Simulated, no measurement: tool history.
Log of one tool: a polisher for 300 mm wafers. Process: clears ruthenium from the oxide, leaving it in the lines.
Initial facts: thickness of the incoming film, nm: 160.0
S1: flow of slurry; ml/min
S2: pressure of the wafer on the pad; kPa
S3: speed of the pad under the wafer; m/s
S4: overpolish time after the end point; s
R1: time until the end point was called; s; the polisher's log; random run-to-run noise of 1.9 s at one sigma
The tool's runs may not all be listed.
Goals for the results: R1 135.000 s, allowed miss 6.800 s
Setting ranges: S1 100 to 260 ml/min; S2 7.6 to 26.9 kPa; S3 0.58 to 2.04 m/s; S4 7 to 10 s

{"run": 1, "hour": 0.0, "S1": 165, "S2": 17.2, "S3": 1.3, "S4": 10, "R1": 92.06}
{"run": 2, "hour": 1.2, "S1": 165, "S2": 17.2, "S3": 1.3, "S4": 10, "R1": 91.226}
{"run": 3, "hour": 8.0, "S1": 165, "S2": 17.2, "S3": 1.42, "S4": 10, "R1": 83.607}
{"run": 4, "hour": 16.9, "S1": 165, "S2": 21.4, "S3": 1.42, "S4": 10, "R1": 67.539}
{"run": 5, "hour": 25.1, "S1": 165, "S2": 17.9, "S3": 1.42, "S4": 10, "R1": 79.61}
{"run": 6, "hour": 33.7, "S1": 165, "S2": 15.2, "S3": 1.42, "S4": 10, "R1": 93.802}
{"run": 7, "hour": 37.3, "S1": 165, "S2": 13.8, "S3": 1.4, "S4": 10, "R1": 107.11}
{"run": 8, "hour": 38.8, "S1": 165, "S2": 13.1, "S3": 1.4, "S4": 10, "R1": 110.68}
{"run": 9, "hour": 40.5, "S1": 160, "S2": 9.0, "S3": 1.38, "S4": 10, "R1": 159.03}

5 next moves are on the table. One of them brings every result within its allowed miss. Which?
{"run": "A", "hour": 42.2, "S1": 160, "S2": 9.0, "S3": 1.4, "S4": 10, "R1": "?"}
{"run": "B", "hour": 42.2, "S1": 155, "S2": 10.3, "S3": 1.44, "S4": 10, "R1": "?"}
{"run": "C", "hour": 42.2, "S1": 200, "S2": 10.3, "S3": 1.12, "S4": 9, "R1": "?"}
{"run": "D", "hour": 42.2, "S1": 110, "S2": 8.3, "S3": 1.28, "S4": 7, "R1": "?"}
{"run": "E", "hour": 42.2, "S1": 155, "S2": 9.0, "S3": 1.44, "S4": 10, "R1": "?"}

move=A R1=160.640
move=B R1=137.270
move=C R1=168.080
move=D R1=205.440
move=E R1=157.200
A: lands further from the targets than the last run did
B: every result lands within tolerance
C: lands further from the targets than the last run did
D: lands further from the targets than the last run did
E: nearer the targets than the last run, but a result is still out of spec
Answer: B
